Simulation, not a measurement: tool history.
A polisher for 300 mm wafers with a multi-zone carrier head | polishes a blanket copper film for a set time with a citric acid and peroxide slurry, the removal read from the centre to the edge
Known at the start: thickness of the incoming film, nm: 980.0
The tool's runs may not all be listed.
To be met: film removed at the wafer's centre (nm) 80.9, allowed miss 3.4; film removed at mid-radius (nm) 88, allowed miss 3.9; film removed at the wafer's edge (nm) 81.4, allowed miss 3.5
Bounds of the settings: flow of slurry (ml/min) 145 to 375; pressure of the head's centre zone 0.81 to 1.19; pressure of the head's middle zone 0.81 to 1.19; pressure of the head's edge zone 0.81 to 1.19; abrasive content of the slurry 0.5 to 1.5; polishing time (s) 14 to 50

run  hour  flow of slurry (ml/min)  pressure of the head's centre zone  pressure of the head's middle zone  pressure of the head's edge zone  abrasive content of the slurry  polishing time (s)  film removed at the wafer's centre (nm)  film removed at mid-radius (nm)  film removed at the wafer's edge (nm)
  1     0                      240                                   1                                   1                                 1                               1                  32                                   106.06                           103.89                                 108.36
  2   5.7                      240                                   1                                   1                                 1                            0.85                  32                                   106.15                           100.89                                 100.39
  3   9.7                      240                                0.95                                   1                                 1                            0.85                  32                                   99.448                           100.29                                 101.76
  4  15.2                      240                                0.95                                   1                                 1                            1.05                  32                                   103.98                           107.06                                 111.25
  5  22.7                      240                                0.95                                   1                              0.94                            1.05                  32                                   104.67                           103.42                                 107.62
  6  28.1                      240                                0.95                                   1                              0.86                            1.05                  32                                   105.28                           105.18                                 102.39
  7  30.1                      235                                0.91                                0.99                              0.86                             0.9                  32                                   95.253                           99.621                                 98.271
  8  32.4                      235                                 0.9                                0.99                              0.85                             0.8                  32                                   92.753                           96.885                                 94.215
  9    36                      230                                0.89                                0.99                              0.84                             0.7                  32                                   84.326                           92.918                                 88.931
 10  39.9                      225                                 0.9                                0.99                              0.83                            0.65                  32                                   86.513                           89.778                                 84.152

Which of these 4 next moves meets every target?
  A  43.8                      290                                0.83                                1.05                              0.85                            0.75                  28                                        ?                                ?                                      ?
  B  43.8                      215                                0.92                                1.03                              0.82                             0.5                  34                                        ?                                ?                                      ?
  C  43.8                      225                                0.93                                0.95                              0.84                             0.7                  31                                        ?                                ?                                      ?
  D  43.8                      370                                0.89                                1.04                              0.84                             0.5                  36                                        ?                                ?                                      ?

move  film removed at the wafer's centre (nm)  film removed at mid-radius (nm)  film removed at the wafer's edge (nm)
   A                                   74.488                           87.322                                 82.722
   B                                   81.294                           86.413                                 82.437
   C                                   85.928                           85.425                                 87.182
   D                                   89.015                           97.417                                 92.004
A: takes the result that was furthest off past its target
B: meets every target
C: as far off as the last run
D: further off than the last run
Answer: B
